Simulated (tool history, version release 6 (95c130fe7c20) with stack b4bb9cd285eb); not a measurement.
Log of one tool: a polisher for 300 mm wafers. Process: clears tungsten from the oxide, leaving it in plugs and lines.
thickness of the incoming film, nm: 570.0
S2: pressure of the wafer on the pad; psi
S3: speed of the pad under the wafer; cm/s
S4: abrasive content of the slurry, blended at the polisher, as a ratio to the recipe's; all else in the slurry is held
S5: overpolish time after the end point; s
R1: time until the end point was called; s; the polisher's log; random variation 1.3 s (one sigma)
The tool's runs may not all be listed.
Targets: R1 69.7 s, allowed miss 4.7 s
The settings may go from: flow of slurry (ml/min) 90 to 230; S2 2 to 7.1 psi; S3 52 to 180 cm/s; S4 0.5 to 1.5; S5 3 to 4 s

{"run": 1, "hour": 0.0, "flow of slurry (ml/min)": 150, "S2": 4.5, "S3": 116, "S4": 1, "S5": 4, "R1": 98.569}
{"run": 2, "hour": 7.1, "flow of slurry (ml/min)": 175, "S2": 4.5, "S3": 116, "S4": 1, "S5": 4, "R1": 95.896}
{"run": 3, "hour": 8.7, "flow of slurry (ml/min)": 175, "S2": 4.5, "S3": 116, "S4": 1.1, "S5": 4, "R1": 97.121}
{"run": 4, "hour": 11.1, "flow of slurry (ml/min)": 175, "S2": 4.7, "S3": 116, "S4": 1.1, "S5": 4, "R1": 93.681}
{"run": 5, "hour": 12.4, "flow of slurry (ml/min)": 175, "S2": 4.9, "S3": 116, "S4": 1.1, "S5": 4, "R1": 89.306}
{"run": 6, "hour": 18.8, "flow of slurry (ml/min)": 175, "S2": 5.1, "S3": 116, "S4": 1.1, "S5": 4, "R1": 83.725}
{"run": 7, "hour": 23.5, "flow of slurry (ml/min)": 175, "S2": 5.2, "S3": 116, "S4": 1.1, "S5": 4, "R1": 81.572}
{"run": 8, "hour": 27.9, "flow of slurry (ml/min)": 175, "S2": 5.3, "S3": 116, "S4": 1.1, "S5": 4, "R1": 81.79}
{"run": 9, "hour": 36.3, "flow of slurry (ml/min)": 175, "S2": 5.4, "S3": 116, "S4": 1.1, "S5": 4, "R1": 78.786}
{"run": 10, "hour": 45.1, "flow of slurry (ml/min)": 175, "S2": 5.4, "S3": 116, "S4": 1.1, "S5": 4, "R1": 81.296}
{"run": 11, "hour": 50.0, "flow of slurry (ml/min)": 175, "S2": 5.4, "S3": 116, "S4": 1.1, "S5": 4, "R1": 79.989}
{"run": 12, "hour": 50.9, "flow of slurry (ml/min)": 175, "S2": 5.5, "S3": 116, "S4": 1.1, "S5": 4, "R1": 79.325}
{"run": 13, "hour": 52.6, "flow of slurry (ml/min)": 175, "S2": 5.6, "S3": 116, "S4": 1.1, "S5": 4, "R1": 76.386}
{"run": 14, "hour": 57.8, "flow of slurry (ml/min)": 175, "S2": 5.7, "S3": 116, "S4": 1.1, "S5": 4, "R1": 74.423}

5 next moves are on the table. One of them brings every result within its allowed miss. Which?
{"run": "A", "hour": 63.0, "flow of slurry (ml/min)": 165, "S2": 6.6, "S3": 130, "S4": 1.15, "S5": 4, "R1": "?"}
{"run": "B", "hour": 63.0, "flow of slurry (ml/min)": 175, "S2": 6.3, "S3": 94, "S4": 1.15, "S5": 3, "R1": "?"}
{"run": "C", "hour": 63.0, "flow of slurry (ml/min)": 175, "S2": 5.7, "S3": 104, "S4": 1.1, "S5": 3, "R1": "?"}
{"run": "D", "hour": 63.0, "flow of slurry (ml/min)": 115, "S2": 5.8, "S3": 136, "S4": 1.05, "S5": 4, "R1": "?"}
{"run": "E", "hour": 63.0, "flow of slurry (ml/min)": 180, "S2": 6.5, "S3": 132, "S4": 1.05, "S5": 4, "R1": "?"}

move=A R1=59.301
move=B R1=80.743
move=C R1=82.468
move=D R1=70.878
move=E R1=59.385
A: takes the result that was furthest off past its target
B: further off than the last run
C: further off than the last run
D: meets every target
E: takes the result that was furthest off past its target
Answer: D
